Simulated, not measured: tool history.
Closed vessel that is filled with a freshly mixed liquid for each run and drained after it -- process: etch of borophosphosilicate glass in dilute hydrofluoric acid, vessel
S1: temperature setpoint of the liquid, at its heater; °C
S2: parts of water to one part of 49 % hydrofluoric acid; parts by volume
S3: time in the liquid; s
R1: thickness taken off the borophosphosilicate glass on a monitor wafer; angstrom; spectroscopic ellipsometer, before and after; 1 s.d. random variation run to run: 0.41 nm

run 1 hour=0 | S1=22 S2=180 S3=305 | R1=593.92
run 2 hour=7.6 | S1=22 S2=180 S3=330 | R1=644.23
run 3 hour=12.9 | S1=19 S2=180 S3=330 | R1=568.87
run 4 hour=16.7 | S1=20 S2=180 S3=330 | R1=587.48
run 5 hour=25.9 | S1=20 S2=180 S3=305 | R1=546.77
run 6 hour=35.2 | S1=18 S2=180 S3=305 | R1=505.81
run 7 hour=38.3 | S1=19.5 S2=180 S3=305 | R1=539.42
run 8 hour=45.2 | S1=20.5 S2=180 S3=305 | R1=558.79
run 9 hour=48.3 | S1=21.5 S2=180 S3=305 | R1=579.04
run 10 hour=53.4 | S1=22.5 S2=180 S3=305 | R1=600.13
run 11 hour=61.6 | S1=23.5 S2=180 S3=305 | R1=628.23
run 12 hour=67.6 | S1=24 S2=180 S3=305 | R1=638.17
run 13 hour=71.4 | S1=24.5 S2=180 S3=305 | R1=649.83

Run 14 is up next; what results do you expect?
run 14 hour=76.2 | S1=25 S2=180 S3=305 | R1=?

For run 14 the tool returned R1 663.21 angstrom.
